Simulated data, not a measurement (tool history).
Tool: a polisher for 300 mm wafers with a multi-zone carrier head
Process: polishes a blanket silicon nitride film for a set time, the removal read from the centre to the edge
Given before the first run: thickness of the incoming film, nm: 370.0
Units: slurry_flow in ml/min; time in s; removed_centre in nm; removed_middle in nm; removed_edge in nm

run,hour,slurry_flow,centre_zone,middle_zone,edge_zone,time,removed_centre,removed_middle,removed_edge
1,0.0,240,1.00,1.00,1.00,52,109.530,109.22,110.72
2,6.3,240,1.00,1.08,1.00,52,109.020,113.85,113.91
3,14.6,240,1.00,1.00,1.00,52,108.970,107.62,112.28
4,19.1,235,0.98,1.02,0.96,52,106.310,107.58,108.05
5,21.7,235,0.93,1.02,0.96,52,102.020,109.31,109.06
6,23.3,195,0.93,1.02,0.96,52,100.800,104.78,107.00
7,30.9,205,0.91,1.03,0.93,52,98.033,108.00,104.94
8,39.6,205,0.90,1.03,0.91,52,98.329,108.42,105.17

Run 9 is up next; what results do you expect?
9,40.7,205,0.89,1.04,0.89,52,?,?,?

For run 9 the tool returned removed_centre 97.003 nm, removed_middle 108.63 nm, removed_edge 101.25 nm.
